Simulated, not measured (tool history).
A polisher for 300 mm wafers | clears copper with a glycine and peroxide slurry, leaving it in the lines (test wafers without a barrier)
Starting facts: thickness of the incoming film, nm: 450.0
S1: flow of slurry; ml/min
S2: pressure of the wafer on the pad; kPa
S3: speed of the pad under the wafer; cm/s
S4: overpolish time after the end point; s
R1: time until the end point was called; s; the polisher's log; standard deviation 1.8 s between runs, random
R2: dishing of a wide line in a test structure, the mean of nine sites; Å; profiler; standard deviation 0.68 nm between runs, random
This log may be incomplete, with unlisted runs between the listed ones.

{"run": 1, "hour": 0.0, "S1": 220, "S2": 12.4, "S3": 100, "S4": 22, "R1": 120.33, "R2": 426.95}
{"run": 2, "hour": 0.9, "S1": 220, "S2": 12.4, "S3": 100, "S4": 18, "R1": 113.6, "R2": 387.35}
{"run": 3, "hour": 2.0, "S1": 220, "S2": 12.4, "S3": 100, "S4": 17, "R1": 115.17, "R2": 368.21}
{"run": 4, "hour": 10.6, "S1": 220, "S2": 11.0, "S3": 100, "S4": 17, "R1": 127.78, "R2": 355.73}
{"run": 5, "hour": 18.0, "S1": 220, "S2": 11.0, "S3": 76, "S4": 17, "R1": 151.85, "R2": 330.53}
{"run": 6, "hour": 21.6, "S1": 195, "S2": 11.0, "S3": 76, "S4": 17, "R1": 160.7, "R2": 325.11}
{"run": 7, "hour": 22.7, "S1": 255, "S2": 14.5, "S3": 84, "S4": 7, "R1": 115.57, "R2": 207.39}
{"run": 8, "hour": 28.4, "S1": 255, "S2": 14.5, "S3": 84, "S4": 7, "R1": 115.38, "R2": 205.56}
{"run": 9, "hour": 37.1, "S1": 250, "S2": 14.5, "S3": 86, "S4": 8, "R1": 116.13, "R2": 229.6}

Run 10 has not been measured yet. What should we expect?
{"run": 10, "hour": 41.8, "S1": 225, "S2": 15.2, "S3": 90, "S4": 16, "R1": "?", "R2": "?"}

R1: 108.61 s
R2: 379.63 Å
